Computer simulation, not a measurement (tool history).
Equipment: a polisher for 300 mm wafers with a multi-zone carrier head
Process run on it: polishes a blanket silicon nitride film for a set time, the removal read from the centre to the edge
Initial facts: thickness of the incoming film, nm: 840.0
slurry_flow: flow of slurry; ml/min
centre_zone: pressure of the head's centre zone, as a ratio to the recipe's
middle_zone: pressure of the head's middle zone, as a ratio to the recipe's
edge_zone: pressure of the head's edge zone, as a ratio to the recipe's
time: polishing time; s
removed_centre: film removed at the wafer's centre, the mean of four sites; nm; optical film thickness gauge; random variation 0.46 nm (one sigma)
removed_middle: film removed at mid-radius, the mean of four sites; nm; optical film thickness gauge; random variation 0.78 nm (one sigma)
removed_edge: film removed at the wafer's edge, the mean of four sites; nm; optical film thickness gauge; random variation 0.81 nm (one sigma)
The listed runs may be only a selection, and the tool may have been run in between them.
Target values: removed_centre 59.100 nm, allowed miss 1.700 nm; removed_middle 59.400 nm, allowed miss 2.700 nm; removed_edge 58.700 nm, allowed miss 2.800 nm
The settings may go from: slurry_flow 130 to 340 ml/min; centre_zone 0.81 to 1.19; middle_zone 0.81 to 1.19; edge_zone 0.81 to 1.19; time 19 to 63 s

run,hour,slurry_flow,centre_zone,middle_zone,edge_zone,time,removed_centre,removed_middle,removed_edge
1,0.0,220,1.00,1.00,1.00,41,99.843,99.005,99.380
2,0.6,220,1.00,1.09,1.00,41,98.183,103.260,97.193
3,6.9,220,1.00,1.09,1.00,35,84.662,90.016,81.835
4,8.3,215,0.99,1.06,1.00,33,77.674,82.360,77.346
5,10.9,215,0.99,1.10,1.00,33,77.338,85.576,76.507
6,14.8,215,0.99,1.07,0.99,32,76.426,81.468,74.101
7,17.7,210,0.98,1.04,0.97,31,71.786,76.872,73.599
8,22.4,210,0.98,1.03,0.97,30,70.808,73.904,69.376
9,28.1,205,0.97,1.01,0.95,29,67.420,69.620,66.912
10,30.8,200,0.96,1.00,0.93,29,65.696,67.125,66.220
11,38.5,195,0.96,1.00,0.91,29,65.680,69.449,65.421
12,46.8,195,0.96,0.99,0.90,29,66.510,65.278,66.103
13,52.6,195,0.96,1.00,0.89,29,66.886,68.375,67.778
14,55.2,195,0.96,0.99,0.91,29,66.718,67.112,68.086
15,64.2,195,0.96,0.99,0.91,29,66.062,66.547,67.070
16,68.1,185,0.94,0.96,0.82,25,55.487,56.580,55.492
17,73.8,185,0.94,0.96,0.83,25,56.504,56.063,56.011
18,82.3,185,0.94,0.96,0.84,25,55.789,56.830,55.068
19,83.2,185,0.94,0.96,0.85,25,55.967,55.274,54.942
20,90.8,185,0.94,0.96,0.85,25,55.586,55.778,56.079
21,99.5,190,0.94,0.96,0.86,25,56.033,57.948,56.018
22,105.8,190,0.94,0.96,0.87,25,55.760,56.414,55.003
23,112.2,220,0.94,0.97,0.92,27,62.976,62.768,63.697
24,120.4,215,0.94,0.97,0.91,27,62.592,61.871,60.499
25,125.5,210,0.92,0.96,0.90,27,60.831,61.419,62.465
26,126.8,205,0.94,0.98,0.89,25,56.951,58.335,57.357

Exactly one of the 4 candidate moves below puts every result within its allowed miss. Which one?
A,128.1,195,0.89,0.99,0.95,25,?,?,?
B,128.1,300,0.90,0.95,0.90,25,?,?,?
C,128.1,220,1.19,1.18,0.81,24,?,?,?
D,128.1,255,1.18,1.12,0.89,22,?,?,?

move,removed_centre,removed_middle,removed_edge
A,54.914,58.562,57.678
B,58.782,59.828,59.262
C,63.323,66.492,53.598
D,59.002,59.414,51.169
A: lands further from the targets than the last run did
B: hits every target within its allowed miss
C: moves the result that the last run missed by most past its target, out the other side
D: the worst result of the last run now meets its target, but another is out of spec
Answer: B
